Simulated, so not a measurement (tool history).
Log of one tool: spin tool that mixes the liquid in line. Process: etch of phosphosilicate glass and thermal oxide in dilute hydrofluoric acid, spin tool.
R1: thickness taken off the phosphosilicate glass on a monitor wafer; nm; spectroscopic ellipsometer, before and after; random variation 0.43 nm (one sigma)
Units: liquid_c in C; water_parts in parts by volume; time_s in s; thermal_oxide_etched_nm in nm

{"run": 1, "hour": 0.0, "liquid_c": 21.0, "water_parts": 50, "time_s": 35, "R1": 38.751, "thermal_oxide_etched_nm": 3.3964}
{"run": 2, "hour": 6.5, "liquid_c": 22.5, "water_parts": 50, "time_s": 35, "R1": 41.378, "thermal_oxide_etched_nm": 3.6549}
{"run": 3, "hour": 13.5, "liquid_c": 19.5, "water_parts": 50, "time_s": 35, "R1": 36.719, "thermal_oxide_etched_nm": 3.2202}
{"run": 4, "hour": 20.7, "liquid_c": 21.0, "water_parts": 50, "time_s": 35, "R1": 39.204, "thermal_oxide_etched_nm": 3.4824}
{"run": 5, "hour": 27.8, "liquid_c": 19.0, "water_parts": 50, "time_s": 35, "R1": 35.851, "thermal_oxide_etched_nm": 3.1346}
{"run": 6, "hour": 31.2, "liquid_c": 19.0, "water_parts": 50, "time_s": 20, "R1": 20.357, "thermal_oxide_etched_nm": 1.7757}
{"run": 7, "hour": 35.9, "liquid_c": 21.5, "water_parts": 45, "time_s": 20, "R1": 24.947, "thermal_oxide_etched_nm": 2.2312}
{"run": 8, "hour": 36.4, "liquid_c": 23.0, "water_parts": 40, "time_s": 20, "R1": 30.754, "thermal_oxide_etched_nm": 2.673}
{"run": 9, "hour": 45.2, "liquid_c": 24.5, "water_parts": 40, "time_s": 20, "R1": 32.766, "thermal_oxide_etched_nm": 2.8651}
{"run": 10, "hour": 49.5, "liquid_c": 25.5, "water_parts": 40, "time_s": 20, "R1": 34.154, "thermal_oxide_etched_nm": 2.9876}
{"run": 11, "hour": 56.7, "liquid_c": 26.5, "water_parts": 40, "time_s": 20, "R1": 34.726, "thermal_oxide_etched_nm": 3.1165}
{"run": 12, "hour": 61.4, "liquid_c": 27.0, "water_parts": 35, "time_s": 20, "R1": 40.726, "thermal_oxide_etched_nm": 3.6384}
{"run": 13, "hour": 67.2, "liquid_c": 27.0, "water_parts": 35, "time_s": 20, "R1": 41.875, "thermal_oxide_etched_nm": 3.6602}
{"run": 14, "hour": 69.4, "liquid_c": 27.0, "water_parts": 35, "time_s": 20, "R1": 41.313, "thermal_oxide_etched_nm": 3.6809}
{"run": 15, "hour": 77.3, "liquid_c": 29.0, "water_parts": 30, "time_s": 20, "R1": 53.007, "thermal_oxide_etched_nm": 4.6935}

The next listed run, before its measurement:
{"run": 16, "hour": 79.9, "liquid_c": 28.5, "water_parts": 30, "time_s": 20, "R1": "?", "thermal_oxide_etched_nm": "?"}

{"run 16": {"R1": 51.989, "thermal_oxide_etched_nm": 4.6011}}

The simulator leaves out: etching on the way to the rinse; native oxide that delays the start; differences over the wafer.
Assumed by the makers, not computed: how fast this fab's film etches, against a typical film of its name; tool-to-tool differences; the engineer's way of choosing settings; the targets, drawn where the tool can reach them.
